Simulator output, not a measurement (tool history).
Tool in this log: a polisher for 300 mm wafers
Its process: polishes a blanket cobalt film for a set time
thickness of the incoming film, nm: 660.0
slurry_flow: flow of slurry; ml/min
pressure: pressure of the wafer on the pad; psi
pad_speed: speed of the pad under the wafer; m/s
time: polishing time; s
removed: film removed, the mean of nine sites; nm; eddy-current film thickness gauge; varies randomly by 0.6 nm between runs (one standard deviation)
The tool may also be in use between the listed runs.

| run | hour | slurry_flow | pressure | pad_speed | time | removed |
|---|---|---|---|---|---|---|
| 1 | 0 | 140 | 2.1 | 1.14 | 24 | 170.19 |
| 2 | 1.8 | 130 | 1.8 | 1.06 | 24 | 144.54 |
| 3 | 10.7 | 130 | 2 | 1.06 | 24 | 156.43 |
| 4 | 13.2 | 130 | 2 | 1.06 | 21 | 134.3 |
| 5 | 16.7 | 130 | 2 | 1.06 | 24 | 155.2 |
| 6 | 20 | 155 | 2 | 1.06 | 24 | 156.92 |
| 7 | 22.1 | 150 | 1.7 | 0.94 | 24 | 127.27 |
| 8 | 28.1 | 145 | 1.5 | 0.84 | 24 | 107.03 |
| 9 | 30.2 | 140 | 1.3 | 0.8 | 24 | 92.535 |
| 10 | 36.9 | 130 | 1.2 | 0.8 | 24 | 88.938 |
| 11 | 39.9 | 125 | 1.1 | 0.78 | 24 | 83.418 |

For run 12, what comes out?
| 12 | 43.4 | 120 | 1.1 | 0.76 | 24 | ? |

{"run 12": {"removed": 81.353}}
